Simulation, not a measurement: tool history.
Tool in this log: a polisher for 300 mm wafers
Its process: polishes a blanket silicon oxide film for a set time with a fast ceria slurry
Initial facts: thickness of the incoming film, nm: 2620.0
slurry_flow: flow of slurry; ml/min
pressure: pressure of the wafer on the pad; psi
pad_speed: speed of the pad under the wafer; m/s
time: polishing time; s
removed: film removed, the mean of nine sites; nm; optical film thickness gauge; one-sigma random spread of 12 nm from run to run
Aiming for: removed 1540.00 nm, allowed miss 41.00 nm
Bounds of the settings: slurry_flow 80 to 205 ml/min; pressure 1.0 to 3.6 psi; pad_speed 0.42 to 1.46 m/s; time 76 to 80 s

{"run": 1, "day": 0.0, "slurry_flow": 135, "pressure": 2.3, "pad_speed": 0.94, "time": 76, "removed": 972.58}
{"run": 2, "day": 0.233, "slurry_flow": 145, "pressure": 2.6, "pad_speed": 0.94, "time": 76, "removed": 1100.3}
{"run": 3, "day": 0.329, "slurry_flow": 115, "pressure": 2.6, "pad_speed": 0.94, "time": 76, "removed": 1053.1}
{"run": 4, "day": 0.425, "slurry_flow": 115, "pressure": 2.6, "pad_speed": 0.94, "time": 80, "removed": 1105.8}
{"run": 5, "day": 0.488, "slurry_flow": 130, "pressure": 2.8, "pad_speed": 0.94, "time": 80, "removed": 1222.1}
{"run": 6, "day": 0.546, "slurry_flow": 150, "pressure": 2.8, "pad_speed": 0.94, "time": 80, "removed": 1265.0}
{"run": 7, "day": 0.588, "slurry_flow": 150, "pressure": 2.8, "pad_speed": 0.94, "time": 80, "removed": 1267.7}
{"run": 8, "day": 0.679, "slurry_flow": 150, "pressure": 2.8, "pad_speed": 0.94, "time": 80, "removed": 1244.8}
{"run": 9, "day": 1.033, "slurry_flow": 155, "pressure": 2.9, "pad_speed": 0.94, "time": 80, "removed": 1293.3}
{"run": 10, "day": 1.062, "slurry_flow": 160, "pressure": 3.0, "pad_speed": 0.94, "time": 80, "removed": 1361.5}
{"run": 11, "day": 1.15, "slurry_flow": 165, "pressure": 3.1, "pad_speed": 0.94, "time": 80, "removed": 1393.1}
{"run": 12, "day": 1.417, "slurry_flow": 170, "pressure": 3.2, "pad_speed": 0.94, "time": 80, "removed": 1438.9}
{"run": 13, "day": 1.558, "slurry_flow": 170, "pressure": 3.3, "pad_speed": 0.94, "time": 80, "removed": 1466.9}
{"run": 14, "day": 1.733, "slurry_flow": 175, "pressure": 3.3, "pad_speed": 0.94, "time": 80, "removed": 1480.6}

Exercise: of the 5 proposed moves below, exactly one satisfies all targets within the stated allowed misses. Which move is it?
{"run": "A", "day": 1.908, "slurry_flow": 170, "pressure": 3.4, "pad_speed": 0.92, "time": 77, "removed": "?"}
{"run": "B", "day": 1.908, "slurry_flow": 180, "pressure": 3.6, "pad_speed": 0.82, "time": 79, "removed": "?"}
{"run": "C", "day": 1.908, "slurry_flow": 175, "pressure": 2.9, "pad_speed": 1.12, "time": 79, "removed": "?"}
{"run": "D", "day": 1.908, "slurry_flow": 170, "pressure": 3.4, "pad_speed": 0.92, "time": 76, "removed": "?"}
{"run": "E", "day": 1.908, "slurry_flow": 180, "pressure": 3.3, "pad_speed": 0.94, "time": 77, "removed": "?"}

move=A removed=1426.60
move=B removed=1393.40
move=C removed=1545.50
move=D removed=1408.10
move=E removed=1433.00
A: moves away from the targets compared with the last run
B: moves away from the targets compared with the last run
C: hits every target within its allowed miss
D: moves away from the targets compared with the last run
E: moves away from the targets compared with the last run
The right move is C.

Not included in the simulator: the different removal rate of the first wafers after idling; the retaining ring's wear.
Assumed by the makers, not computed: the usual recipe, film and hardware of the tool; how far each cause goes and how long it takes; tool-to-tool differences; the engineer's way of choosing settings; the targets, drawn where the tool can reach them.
